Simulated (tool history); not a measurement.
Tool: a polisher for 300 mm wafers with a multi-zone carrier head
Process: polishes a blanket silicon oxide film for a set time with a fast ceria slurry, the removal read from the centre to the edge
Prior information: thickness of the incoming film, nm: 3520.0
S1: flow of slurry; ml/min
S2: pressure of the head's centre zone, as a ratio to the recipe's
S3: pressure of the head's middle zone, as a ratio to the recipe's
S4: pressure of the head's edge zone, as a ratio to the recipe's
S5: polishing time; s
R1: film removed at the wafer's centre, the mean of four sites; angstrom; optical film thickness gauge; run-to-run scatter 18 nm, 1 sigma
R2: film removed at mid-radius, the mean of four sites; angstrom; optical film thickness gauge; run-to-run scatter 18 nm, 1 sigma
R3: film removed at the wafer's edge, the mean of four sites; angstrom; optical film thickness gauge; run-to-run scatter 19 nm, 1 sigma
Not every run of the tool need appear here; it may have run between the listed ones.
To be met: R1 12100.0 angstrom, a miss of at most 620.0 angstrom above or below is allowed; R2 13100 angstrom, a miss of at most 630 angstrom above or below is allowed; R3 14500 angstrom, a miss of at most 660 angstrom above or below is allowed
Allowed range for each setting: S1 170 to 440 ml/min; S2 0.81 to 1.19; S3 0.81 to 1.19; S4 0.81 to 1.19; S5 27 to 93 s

run,day,S1,S2,S3,S4,S5,R1,R2,R3
1,0.000,280,1.00,1.00,1.00,59,10620.0,10745,10667
2,0.025,280,0.95,1.00,1.00,59,10168.0,11034,10726
3,0.175,280,0.95,1.00,1.03,59,10191.0,10935,10894
4,0.533,280,0.94,1.00,1.05,61,10426.0,11548,11491
5,0.650,280,0.97,1.00,1.05,61,10803.0,11215,11341
6,0.804,280,0.96,0.99,1.06,62,10744.0,11309,11653
7,0.946,280,0.96,0.99,1.07,63,11267.0,11570,11687
8,1.312,280,0.94,0.98,1.08,64,10890.0,11577,12424
9,1.342,280,0.94,0.98,1.09,65,10990.0,11720,12187

Below are 5 possible settings for the next run. Only one of them brings all results inside the allowed miss of their targets. Which is it?
A,1.371,265,1.07,0.82,1.19,73,?,?,?
B,1.371,350,0.90,1.16,0.96,59,?,?,?
C,1.371,300,0.93,0.98,1.10,82,?,?,?
D,1.371,300,1.06,0.81,1.17,74,?,?,?
E,1.371,265,0.91,0.95,1.17,74,?,?,?

move,R1,R2,R3
A,13986.0,11500,14187
B,9769.3,12753,10441
C,13824.0,15156,15400
D,14217.0,11671,14377
E,12053.0,13178,14230
A: puts the biggest miss on target and leaves a different result outside tolerance
B: the biggest miss grows against the last run
C: takes the biggest miss from the last run beyond its target
D: puts the biggest miss on target and leaves a different result outside tolerance
E: every result lands within tolerance
E meets every target.
